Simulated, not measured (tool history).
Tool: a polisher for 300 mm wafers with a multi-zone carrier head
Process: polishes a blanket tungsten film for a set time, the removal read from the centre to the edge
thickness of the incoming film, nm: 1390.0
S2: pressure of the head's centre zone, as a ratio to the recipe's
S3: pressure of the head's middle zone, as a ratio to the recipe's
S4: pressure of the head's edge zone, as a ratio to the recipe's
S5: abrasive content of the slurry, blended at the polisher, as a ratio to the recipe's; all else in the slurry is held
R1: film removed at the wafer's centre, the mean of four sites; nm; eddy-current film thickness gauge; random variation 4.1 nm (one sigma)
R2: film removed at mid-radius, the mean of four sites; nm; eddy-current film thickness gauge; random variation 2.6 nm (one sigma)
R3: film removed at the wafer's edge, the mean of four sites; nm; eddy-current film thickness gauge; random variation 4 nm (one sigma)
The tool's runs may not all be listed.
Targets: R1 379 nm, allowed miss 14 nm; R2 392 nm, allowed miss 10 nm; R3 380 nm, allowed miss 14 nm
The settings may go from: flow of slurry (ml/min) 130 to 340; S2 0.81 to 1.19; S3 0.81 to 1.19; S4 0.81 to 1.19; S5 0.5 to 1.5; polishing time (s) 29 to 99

run 1 hour=0 | flow_of_slurry_(ml/min)=220 S2=1 S3=1 S4=1 S5=1 polishing_time_(s)=64 | R1=315.5 R2=304.36 R3=308.23
run 2 hour=8.8 | flow_of_slurry_(ml/min)=220 S2=1 S3=1 S4=1 S5=1 polishing_time_(s)=50 | R1=247.41 R2=237.73 R3=234.7
run 3 hour=14.5 | flow_of_slurry_(ml/min)=220 S2=1 S3=1 S4=1 S5=0.85 polishing_time_(s)=50 | R1=241.45 R2=225.68 R3=227.82
run 4 hour=22 | flow_of_slurry_(ml/min)=220 S2=1 S3=1.03 S4=1 S5=0.85 polishing_time_(s)=50 | R1=236.68 R2=227.89 R3=227.27
run 5 hour=22.5 | flow_of_slurry_(ml/min)=220 S2=1.04 S3=1.03 S4=1 S5=0.85 polishing_time_(s)=50 | R1=243.81 R2=230.47 R3=224.89
run 6 hour=25.1 | flow_of_slurry_(ml/min)=240 S2=1.04 S3=1.03 S4=1 S5=0.85 polishing_time_(s)=50 | R1=251.99 R2=228.43 R3=227.22
run 7 hour=33.1 | flow_of_slurry_(ml/min)=240 S2=1.04 S3=1.04 S4=1.03 S5=1 polishing_time_(s)=54 | R1=285.23 R2=270.67 R3=271.76
run 8 hour=41.5 | flow_of_slurry_(ml/min)=245 S2=1.07 S3=1.08 S4=1.06 S5=1.1 polishing_time_(s)=54 | R1=300.64 R2=286.11 R3=278.62
run 9 hour=46.4 | flow_of_slurry_(ml/min)=260 S2=1.07 S3=1.1 S4=1.09 S5=1.2 polishing_time_(s)=55 | R1=322.92 R2=307.41 R3=294.08
run 10 hour=55.1 | flow_of_slurry_(ml/min)=250 S2=1.05 S3=1.1 S4=1.11 S5=1.3 polishing_time_(s)=57 | R1=334.03 R2=322.81 R3=315.94
run 11 hour=57.9 | flow_of_slurry_(ml/min)=255 S2=1.04 S3=1.11 S4=1.13 S5=1.35 polishing_time_(s)=58 | R1=336.84 R2=336.95 R3=328.34
run 12 hour=58.9 | flow_of_slurry_(ml/min)=260 S2=1.04 S3=1.12 S4=1.14 S5=1.4 polishing_time_(s)=59 | R1=346.85 R2=349.78 R3=348.76
run 13 hour=61.8 | flow_of_slurry_(ml/min)=310 S2=1.08 S3=1.19 S4=1.15 S5=1.5 polishing_time_(s)=60 | R1=391.24 R2=386.39 R3=365.75
run 14 hour=70.3 | flow_of_slurry_(ml/min)=310 S2=1.07 S3=1.19 S4=1.16 S5=1.5 polishing_time_(s)=60 | R1=381.93 R2=386.7 R3=360.5

4 next moves are on the table. One of them brings every result within its allowed miss. Which?
run A hour=78.8 | flow_of_slurry_(ml/min)=255 S2=1.1 S3=1.15 S4=1.15 S5=1.5 polishing_time_(s)=59 | R1=? R2=? R3=?
run B hour=78.8 | flow_of_slurry_(ml/min)=315 S2=1.04 S3=1.17 S4=1.19 S5=1.5 polishing_time_(s)=61 | R1=? R2=? R3=?
run C hour=78.8 | flow_of_slurry_(ml/min)=320 S2=1.13 S3=1.19 S4=1.12 S5=1.45 polishing_time_(s)=59 | R1=? R2=? R3=?
run D hour=78.8 | flow_of_slurry_(ml/min)=340 S2=1.14 S3=1.19 S4=1.07 S5=1.5 polishing_time_(s)=59 | R1=? R2=? R3=?

move=A R1=380.9 R2=363.86 R3=352.8
move=B R1=380.35 R2=388.86 R3=376.78
move=C R1=396.26 R2=377.35 R3=349.62
move=D R1=406.41 R2=383.41 R3=346.73
A: further off than the last run
B: meets every target
C: further off than the last run
D: further off than the last run
Answer: B
